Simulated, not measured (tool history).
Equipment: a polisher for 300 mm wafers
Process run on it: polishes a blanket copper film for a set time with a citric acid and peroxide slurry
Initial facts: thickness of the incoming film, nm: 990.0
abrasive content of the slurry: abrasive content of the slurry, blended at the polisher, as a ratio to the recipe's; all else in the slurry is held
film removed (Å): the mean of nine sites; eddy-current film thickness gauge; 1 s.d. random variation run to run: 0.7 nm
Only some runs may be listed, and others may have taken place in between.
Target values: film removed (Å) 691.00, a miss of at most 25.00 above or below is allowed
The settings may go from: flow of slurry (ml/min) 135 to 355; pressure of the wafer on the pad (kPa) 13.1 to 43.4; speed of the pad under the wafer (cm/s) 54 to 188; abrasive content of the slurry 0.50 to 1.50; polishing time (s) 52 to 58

run  hour  flow of slurry (ml/min)  pressure of the wafer on the pad (kPa)  speed of the pad under the wafer (cm/s)  abrasive content of the slurry  polishing time (s)  film removed (Å)
  1   0.0                      225                                    28.3                                      120                            1.00                  58           1735.00
  2   4.1                      225                                    28.3                                      120                            1.00                  58           1733.40
  3   9.5                      225                                    28.3                                       96                            1.00                  58           1401.50
  4  16.3                      225                                    28.3                                       96                            1.00                  58           1405.10
  5  17.8                      260                                    28.3                                       96                            1.00                  58           1415.50
  6  22.4                      260                                    24.1                                       90                            1.00                  58           1166.10
  7  25.7                      260                                    21.4                                       86                            1.00                  58            961.58
  8  30.6                      260                                    19.3                                       86                            1.00                  58            881.20
  9  38.7                      260                                    17.9                                       86                            1.00                  58            832.79
 10  45.7                      260                                    16.5                                       86                            1.00                  58            768.14
 11  46.5                      255                                    15.9                                       86                            1.00                  58            738.53

Consider the 4 candidate settings below. Which is the only one whose results all fall within their allowed miss of target?
  A  47.3                      290                                    20.0                                       76                            1.00                  56                 ?
  B  47.3                      250                                    17.9                                       76                            1.15                  53                 ?
  C  47.3                      270                                    16.5                                       98                            0.95                  55                 ?
  D  47.3                      245                                    16.5                                       92                            0.95                  54                 ?

move  film removed (Å)
   A            793.99
   B            684.47
   C            817.43
   D            748.65
A: misses by more than the last run did
B: meets every target
C: misses by more than the last run did
D: misses by more than the last run did
So the answer is move B, the one that meets all the targets.
